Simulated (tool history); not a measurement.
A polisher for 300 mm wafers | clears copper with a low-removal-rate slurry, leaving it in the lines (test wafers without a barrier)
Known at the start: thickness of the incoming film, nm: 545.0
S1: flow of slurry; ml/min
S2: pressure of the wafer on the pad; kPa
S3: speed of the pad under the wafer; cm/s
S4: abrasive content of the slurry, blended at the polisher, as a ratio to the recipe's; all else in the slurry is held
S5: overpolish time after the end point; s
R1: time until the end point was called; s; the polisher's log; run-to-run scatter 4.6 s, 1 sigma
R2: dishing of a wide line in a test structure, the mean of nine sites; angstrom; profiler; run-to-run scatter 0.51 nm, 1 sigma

{"run": 1, "day": 0.0, "S1": 250, "S2": 19.3, "S3": 138, "S4": 1.0, "S5": 26, "R1": 158.77, "R2": 532.57}
{"run": 2, "day": 0.067, "S1": 250, "S2": 17.2, "S3": 136, "S4": 1.0, "S5": 26, "R1": 178.84, "R2": 493.43}
{"run": 3, "day": 0.329, "S1": 250, "S2": 15.9, "S3": 136, "S4": 1.0, "S5": 26, "R1": 206.79, "R2": 454.25}
{"run": 4, "day": 0.679, "S1": 250, "S2": 15.9, "S3": 136, "S4": 1.0, "S5": 31, "R1": 203.27, "R2": 537.82}
{"run": 5, "day": 0.925, "S1": 275, "S2": 15.9, "S3": 136, "S4": 1.0, "S5": 31, "R1": 198.92, "R2": 532.92}
{"run": 6, "day": 1.146, "S1": 275, "S2": 15.9, "S3": 136, "S4": 1.15, "S5": 31, "R1": 184.0, "R2": 539.3}
{"run": 7, "day": 1.192, "S1": 280, "S2": 14.5, "S3": 136, "S4": 1.15, "S5": 30, "R1": 215.0, "R2": 479.56}
{"run": 8, "day": 1.279, "S1": 280, "S2": 13.8, "S3": 136, "S4": 1.15, "S5": 29, "R1": 225.78, "R2": 450.81}

Run 9 is up next; what results do you expect?
{"run": 9, "day": 1.4, "S1": 280, "S2": 13.1, "S3": 136, "S4": 1.15, "S5": 28, "R1": "?", "R2": "?"}

R1: 222.99 s
R2: 424.90 angstrom

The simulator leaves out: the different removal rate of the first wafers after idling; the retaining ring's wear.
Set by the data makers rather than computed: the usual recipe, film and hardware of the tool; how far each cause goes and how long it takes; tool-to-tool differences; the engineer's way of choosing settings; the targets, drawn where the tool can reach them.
